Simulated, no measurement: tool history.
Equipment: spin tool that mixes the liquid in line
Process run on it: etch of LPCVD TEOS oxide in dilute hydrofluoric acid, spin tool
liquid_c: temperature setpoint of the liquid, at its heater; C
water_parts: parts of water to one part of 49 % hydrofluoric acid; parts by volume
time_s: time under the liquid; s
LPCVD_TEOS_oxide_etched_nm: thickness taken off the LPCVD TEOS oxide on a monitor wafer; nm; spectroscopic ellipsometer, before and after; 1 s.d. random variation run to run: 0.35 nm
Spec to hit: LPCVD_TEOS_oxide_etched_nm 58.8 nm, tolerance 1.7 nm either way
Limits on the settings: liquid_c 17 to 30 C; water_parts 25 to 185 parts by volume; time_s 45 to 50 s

run 1 hour=0 | liquid_c=22 water_parts=105 time_s=45 | LPCVD_TEOS_oxide_etched_nm=17.882
run 2 hour=1.4 | liquid_c=24 water_parts=85 time_s=45 | LPCVD_TEOS_oxide_etched_nm=24.46
run 3 hour=4.5 | liquid_c=25.5 water_parts=70 time_s=45 | LPCVD_TEOS_oxide_etched_nm=32.7
run 4 hour=6.6 | liquid_c=27.5 water_parts=70 time_s=45 | LPCVD_TEOS_oxide_etched_nm=34.721
run 5 hour=12.5 | liquid_c=28 water_parts=60 time_s=45 | LPCVD_TEOS_oxide_etched_nm=42.144
run 6 hour=14.6 | liquid_c=28 water_parts=85 time_s=45 | LPCVD_TEOS_oxide_etched_nm=28.562
run 7 hour=21.2 | liquid_c=28.5 water_parts=75 time_s=45 | LPCVD_TEOS_oxide_etched_nm=33.714
run 8 hour=27.3 | liquid_c=30 water_parts=35 time_s=45 | LPCVD_TEOS_oxide_etched_nm=81.845
run 9 hour=35.4 | liquid_c=28.5 water_parts=35 time_s=45 | LPCVD_TEOS_oxide_etched_nm=76.384
run 10 hour=44.1 | liquid_c=27 water_parts=35 time_s=45 | LPCVD_TEOS_oxide_etched_nm=71.875
run 11 hour=44.9 | liquid_c=25.5 water_parts=35 time_s=45 | LPCVD_TEOS_oxide_etched_nm=66.863

Consider the 4 candidate settings below. Which is the only one whose results all fall within their allowed miss of target?
run A hour=45.7 | liquid_c=22 water_parts=35 time_s=45 | LPCVD_TEOS_oxide_etched_nm=?
run B hour=45.7 | liquid_c=24.5 water_parts=35 time_s=45 | LPCVD_TEOS_oxide_etched_nm=?
run C hour=45.7 | liquid_c=24 water_parts=35 time_s=45 | LPCVD_TEOS_oxide_etched_nm=?
run D hour=45.7 | liquid_c=28 water_parts=45 time_s=50 | LPCVD_TEOS_oxide_etched_nm=?

move=A LPCVD_TEOS_oxide_etched_nm=57.883
move=B LPCVD_TEOS_oxide_etched_nm=64.275
move=C LPCVD_TEOS_oxide_etched_nm=62.953
move=D LPCVD_TEOS_oxide_etched_nm=63.166
A: every result lands within tolerance
B: closer than the last run, but not yet in spec
C: closer than the last run, but not yet in spec
D: closer than the last run, but not yet in spec
So the answer is move A, the one that meets all the targets.
